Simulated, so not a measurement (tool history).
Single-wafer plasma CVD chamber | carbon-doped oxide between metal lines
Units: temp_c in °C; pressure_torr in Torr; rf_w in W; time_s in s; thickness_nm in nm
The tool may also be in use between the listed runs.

run  hour  temp_c  pressure_torr  rf_w  time_s  thickness_nm
  1     0     370           6.41   650    29.7         175.8
  2     7     372           6.16   635    29.7        170.53
  3   7.6     372           7.01   635    29.7        173.46
  4   9.1     372           7.01   725    29.7           193
  5  16.2     372           7.01   725    29.7        191.76
  6    17     374           6.63   705    29.7        186.91
  7  20.2     375           6.39   680    29.7        181.08

The next listed run, before its measurement:
  8  25.4     375           6.26   660    29.7             ?

Run 8 gave thickness_nm 176.03 nm.
